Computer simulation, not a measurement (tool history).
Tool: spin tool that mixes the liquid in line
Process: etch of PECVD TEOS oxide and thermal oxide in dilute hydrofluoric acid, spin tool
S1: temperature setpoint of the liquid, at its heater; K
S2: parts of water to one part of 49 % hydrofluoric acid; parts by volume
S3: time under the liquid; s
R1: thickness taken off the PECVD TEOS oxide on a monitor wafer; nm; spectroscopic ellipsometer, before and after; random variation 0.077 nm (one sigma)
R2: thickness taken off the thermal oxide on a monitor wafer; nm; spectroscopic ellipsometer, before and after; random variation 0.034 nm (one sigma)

run,hour,S1,S2,S3,R1,R2
1,0.0,296.15,190,115,7.0485,2.6090
2,3.5,296.15,155,115,8.9928,3.3319
3,9.0,297.65,155,115,9.6145,3.5993
4,15.7,298.15,155,115,9.8003,3.6329
5,23.6,298.65,155,115,9.9131,3.7074
6,28.8,298.65,155,165,14.0950,5.2810

Run 7 comes next. What will it give?
7,35.1,296.65,155,165,?,?

Run 7 gave R1 13.1410 nm, R2 4.8710 nm.
